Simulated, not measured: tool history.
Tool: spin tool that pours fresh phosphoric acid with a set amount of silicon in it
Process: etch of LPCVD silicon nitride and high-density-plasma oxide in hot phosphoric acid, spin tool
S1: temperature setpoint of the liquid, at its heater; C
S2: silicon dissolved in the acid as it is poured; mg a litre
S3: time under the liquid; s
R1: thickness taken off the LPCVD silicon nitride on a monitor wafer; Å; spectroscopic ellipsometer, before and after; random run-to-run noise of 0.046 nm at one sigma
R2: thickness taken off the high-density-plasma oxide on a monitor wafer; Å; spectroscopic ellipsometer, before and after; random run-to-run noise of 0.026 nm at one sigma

run 1 hour=0.0 | S1=161.0 S2=9.5 S3=180 | R1=156.31 R2=9.6134
run 2 hour=5.5 | S1=160.0 S2=7.5 S3=175 | R1=147.44 R2=9.4105
run 3 hour=9.7 | S1=159.5 S2=6.5 S3=170 | R1=140.59 R2=9.0013
run 4 hour=11.6 | S1=159.0 S2=5.5 S3=165 | R1=134.49 R2=8.3352
run 5 hour=15.3 | S1=159.0 S2=5.5 S3=195 | R1=158.02 R2=10.0580
run 6 hour=23.7 | S1=158.5 S2=4.0 S3=185 | R1=148.59 R2=9.2530
run 7 hour=27.7 | S1=158.5 S2=3.0 S3=175 | R1=140.82 R2=8.5116
run 8 hour=34.1 | S1=158.5 S2=6.5 S3=170 | R1=135.84 R2=7.5791

Expected results for the next run?
run 9 hour=39.6 | S1=158.5 S2=5.0 S3=165 | R1=? R2=?

R1: 131.87 Å
R2: 7.9614 Å

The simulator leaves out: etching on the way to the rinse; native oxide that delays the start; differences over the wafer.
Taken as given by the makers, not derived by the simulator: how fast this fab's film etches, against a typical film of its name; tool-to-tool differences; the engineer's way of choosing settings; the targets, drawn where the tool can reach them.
